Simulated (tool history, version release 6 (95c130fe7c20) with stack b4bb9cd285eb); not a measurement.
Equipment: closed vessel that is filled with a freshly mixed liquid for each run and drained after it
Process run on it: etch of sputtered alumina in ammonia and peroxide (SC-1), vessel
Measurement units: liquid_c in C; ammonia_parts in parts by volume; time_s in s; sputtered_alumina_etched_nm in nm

run,hour,liquid_c,ammonia_parts,time_s,sputtered_alumina_etched_nm
1,0.0,62.0,0.5,170,20.223
2,7.7,59.0,0.5,170,17.264
3,14.0,57.0,0.5,170,15.690
4,19.2,57.0,0.5,170,15.710
5,20.8,57.0,0.6,170,16.144
6,24.2,51.0,0.6,170,11.644

Estimate the outcome of run 7 from the log above:
7,28.8,51.5,0.6,170,?

sputtered_alumina_etched_nm: 11.952 nm
